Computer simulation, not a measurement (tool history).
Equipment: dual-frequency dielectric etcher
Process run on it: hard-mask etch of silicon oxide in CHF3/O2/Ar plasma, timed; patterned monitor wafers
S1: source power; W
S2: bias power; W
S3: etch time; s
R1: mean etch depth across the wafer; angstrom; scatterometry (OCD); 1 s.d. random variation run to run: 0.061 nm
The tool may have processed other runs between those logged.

Run 1, hour 0: S1 470 W, S2 129 W, S3 14 s. Result: R1 207.07 angstrom.
Run 2, hour 6.1: S1 550 W, S2 129 W, S3 14 s. Result: R1 216.88 angstrom.
Run 3, hour 10: S1 490 W, S2 129 W, S3 14 s. Result: R1 210.5 angstrom.
Run 4, hour 12: S1 490 W, S2 139 W, S3 14 s. Result: R1 216.14 angstrom.
Run 5, hour 13.4: S1 440 W, S2 130 W, S3 14 s. Result: R1 205.08 angstrom.
Run 6, hour 16.9: S1 520 W, S2 130 W, S3 14 s. Result: R1 214.15 angstrom.
Run 7, hour 19: S1 470 W, S2 121 W, S3 14 s. Result: R1 202.73 angstrom.
Run 8, hour 22.7: S1 430 W, S2 116 W, S3 14 s. Result: R1 197.06 angstrom.
Run 9, hour 28.6: S1 330 W, S2 96 W, S3 13.5 s. Result: R1 164.75 angstrom.
Run 10, hour 34.2: S1 350 W, S2 97 W, S3 13.5 s. Result: R1 167.12 angstrom.

Run 11 is up next; what results do you expect?
Run 11, hour 37: S1 370 W, S2 98 W, S3 13.5 s. Result: R1 ?.

Logged for run 11: R1 170.06 angstrom.
